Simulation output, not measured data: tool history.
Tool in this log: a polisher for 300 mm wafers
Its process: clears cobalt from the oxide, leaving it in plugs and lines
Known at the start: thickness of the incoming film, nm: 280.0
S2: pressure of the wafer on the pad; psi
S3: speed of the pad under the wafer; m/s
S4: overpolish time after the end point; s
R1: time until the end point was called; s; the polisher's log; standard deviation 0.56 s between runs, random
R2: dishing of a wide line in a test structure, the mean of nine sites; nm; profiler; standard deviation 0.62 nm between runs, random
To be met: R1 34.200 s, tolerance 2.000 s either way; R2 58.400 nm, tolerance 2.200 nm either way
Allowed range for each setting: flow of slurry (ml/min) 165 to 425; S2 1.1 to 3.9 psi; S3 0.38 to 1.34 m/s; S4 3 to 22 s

{"run": 1, "hour": 0.0, "flow of slurry (ml/min)": 275, "S2": 2.5, "S3": 0.86, "S4": 11, "R1": 43.379, "R2": 45.975}
{"run": 2, "hour": 4.0, "flow of slurry (ml/min)": 275, "S2": 2.7, "S3": 0.86, "S4": 11, "R1": 40.653, "R2": 47.376}
{"run": 3, "hour": 6.1, "flow of slurry (ml/min)": 275, "S2": 2.8, "S3": 0.86, "S4": 12, "R1": 40.272, "R2": 50.882}
{"run": 4, "hour": 10.7, "flow of slurry (ml/min)": 320, "S2": 2.8, "S3": 0.86, "S4": 12, "R1": 38.372, "R2": 51.54}
{"run": 5, "hour": 18.3, "flow of slurry (ml/min)": 320, "S2": 2.9, "S3": 0.86, "S4": 12, "R1": 36.87, "R2": 51.619}
{"run": 6, "hour": 22.7, "flow of slurry (ml/min)": 390, "S2": 2.9, "S3": 0.86, "S4": 12, "R1": 37.152, "R2": 51.783}
{"run": 7, "hour": 24.0, "flow of slurry (ml/min)": 390, "S2": 3.0, "S3": 0.86, "S4": 12, "R1": 37.279, "R2": 52.224}
{"run": 8, "hour": 27.9, "flow of slurry (ml/min)": 390, "S2": 3.1, "S3": 0.86, "S4": 12, "R1": 35.285, "R2": 54.12}

Consider the 5 candidate settings below. Which is the only one whose results all fall within their allowed miss of target?
{"run": "A", "hour": 31.8, "flow of slurry (ml/min)": 370, "S2": 3.0, "S3": 0.86, "S4": 11, "R1": "?", "R2": "?"}
{"run": "B", "hour": 31.8, "flow of slurry (ml/min)": 420, "S2": 3.6, "S3": 0.66, "S4": 9, "R1": "?", "R2": "?"}
{"run": "C", "hour": 31.8, "flow of slurry (ml/min)": 365, "S2": 3.5, "S3": 0.76, "S4": 9, "R1": "?", "R2": "?"}
{"run": "D", "hour": 31.8, "flow of slurry (ml/min)": 355, "S2": 3.5, "S3": 0.72, "S4": 10, "R1": "?", "R2": "?"}
{"run": "E", "hour": 31.8, "flow of slurry (ml/min)": 410, "S2": 3.2, "S3": 0.86, "S4": 14, "R1": "?", "R2": "?"}

move=A R1=36.272 R2=51.205
move=B R1=35.024 R2=46.749
move=C R1=33.569 R2=47.883
move=D R1=34.664 R2=49.860
move=E R1=33.860 R2=59.015
A: lands further from the targets than the last run did
B: lands further from the targets than the last run did
C: lands further from the targets than the last run did
D: lands further from the targets than the last run did
E: meets every target
Go with E: it meets all targets.
